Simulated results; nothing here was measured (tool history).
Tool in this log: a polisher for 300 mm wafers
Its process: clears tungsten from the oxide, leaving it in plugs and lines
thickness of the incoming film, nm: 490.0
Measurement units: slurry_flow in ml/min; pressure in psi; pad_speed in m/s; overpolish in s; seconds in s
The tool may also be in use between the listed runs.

run	hour	slurry_flow	pressure	pad_speed	slurry_solids	overpolish	seconds
1	0	250	3.5	1.42	1	3	86.677
2	5.8	250	2.8	1.42	1	3	102.53
3	8.5	250	3.1	1.44	1	3	92.361
4	13.1	225	3.1	1.44	1	3	95.618
# hour 14.9: slurry nozzle cleaned
5	14.9	230	3.3	1.44	1	3	86.251
6	21.6	230	2.5	1.44	1	3	103.79
7	28.1	230	2.8	1.46	1	3	92.854
8	30.3	225	3	1.48	1	3	89.07
9	35.3	225	3.2	1.48	1	3	86.865
10	42	225	3.4	1.48	1	3	80.813
11	47.6	225	3.5	1.48	1	3	81.334
12	48.7	225	3.5	1.48	1	3	77.657

Predict the results of run 13:
13	56.8	220	3.6	1.48	1	3	?

seconds: 78.876 s

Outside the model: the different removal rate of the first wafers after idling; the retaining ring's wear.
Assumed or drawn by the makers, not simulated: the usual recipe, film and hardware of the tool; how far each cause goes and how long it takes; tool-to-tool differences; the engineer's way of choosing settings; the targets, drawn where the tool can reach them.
